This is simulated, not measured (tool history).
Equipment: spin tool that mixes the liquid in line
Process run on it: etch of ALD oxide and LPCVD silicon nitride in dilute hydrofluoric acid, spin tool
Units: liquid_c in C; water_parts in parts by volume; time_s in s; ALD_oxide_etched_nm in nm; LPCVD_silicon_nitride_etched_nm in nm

run  hour  liquid_c  water_parts  time_s  ALD_oxide_etched_nm  LPCVD_silicon_nitride_etched_nm
  1     0        22          125     180               16.715                           0.4522
  2     1        24          125     180               18.542                          0.55841
  3   3.2        24          105     180               22.336                          0.66387
  4   4.9        24          140     180               16.113                          0.46807
  5    12        21          140     180               14.303                          0.37459
  6  18.3        21          120     180               17.222                          0.47467

Run 7 comes next. What will it give?
  7  20.5      21.5          130     180                    ?                                ?

ALD_oxide_etched_nm: 15.948 nm
LPCVD_silicon_nitride_etched_nm: 0.43771 nm
